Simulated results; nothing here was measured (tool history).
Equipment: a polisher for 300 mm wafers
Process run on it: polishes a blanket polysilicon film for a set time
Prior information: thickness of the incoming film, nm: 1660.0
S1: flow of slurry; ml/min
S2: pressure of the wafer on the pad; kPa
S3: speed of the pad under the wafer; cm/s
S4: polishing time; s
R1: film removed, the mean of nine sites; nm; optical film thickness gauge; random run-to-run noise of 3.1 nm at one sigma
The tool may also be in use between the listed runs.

run  hour   S1    S2   S3  S4      R1
  1   0.0  240  22.8  116  23  277.13
  2   1.2  220  22.8  116  23  277.52
  3  10.0  220  22.8  116  23  273.59
  4  18.2  220  26.9  116  23  322.77
  5  23.7  220  26.2  116  23  313.14
  6  25.1  220  25.5  116  23  303.73
  7  29.5  220  24.8  116  23  297.05
  8  36.3  220  24.1  116  23  301.48
  9  45.1  220  23.4  116  23  284.56
 10  48.4  220  22.8  116  23  272.82
 11  57.1  220  22.1  116  23  263.86

Expected results for the next run?
 12  62.2  220  21.4  116  23   ?

{"run 12": {"R1": 257.84}}

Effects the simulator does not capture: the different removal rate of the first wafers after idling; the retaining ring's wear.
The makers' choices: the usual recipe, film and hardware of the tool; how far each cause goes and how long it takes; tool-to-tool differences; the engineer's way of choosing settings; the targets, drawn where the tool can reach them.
